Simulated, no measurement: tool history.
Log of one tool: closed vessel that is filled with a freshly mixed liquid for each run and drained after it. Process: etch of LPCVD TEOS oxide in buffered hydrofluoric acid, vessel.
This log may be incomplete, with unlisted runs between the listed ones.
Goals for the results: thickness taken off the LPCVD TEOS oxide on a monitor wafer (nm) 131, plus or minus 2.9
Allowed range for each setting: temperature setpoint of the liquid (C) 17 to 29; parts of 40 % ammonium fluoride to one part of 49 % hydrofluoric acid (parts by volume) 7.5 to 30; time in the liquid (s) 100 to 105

run,hour,temperature setpoint of the liquid (C),parts of 40 % ammonium fluoride to one part of 49 % hydrofluoric acid (parts by volume),time in the liquid (s),thickness taken off the LPCVD TEOS oxide on a monitor wafer (nm)
1,0,21,20.5,100,71.033
2,6.2,23.5,19,100,86.882
3,7.5,25,18,100,99.218
4,10.3,26,17.5,100,107.87
5,16.1,23,17.5,100,91.636
6,21.6,23,17.5,100,92.071
7,24.1,27,16.5,100,120.82
8,30.9,27.5,16.5,100,124.33
9,39.6,28,16.5,100,128.09

Which single option among these 4 for the next run brings every result within its allowed miss of target? Just one does.
A,48.3,29,17,105,?
B,48.3,28.5,15.5,100,?
C,48.3,28,18,105,?
D,48.3,27.5,15.5,100,?

move,thickness taken off the LPCVD TEOS oxide on a monitor wafer (nm)
A,137.34
B,139.47
C,123.11
D,132.24
A: the result that was furthest off in the last run now lies on the other side of its target
B: the result that was furthest off in the last run now lies on the other side of its target
C: further off than the last run
D: each result inside its tolerance
Move D is the one to make.
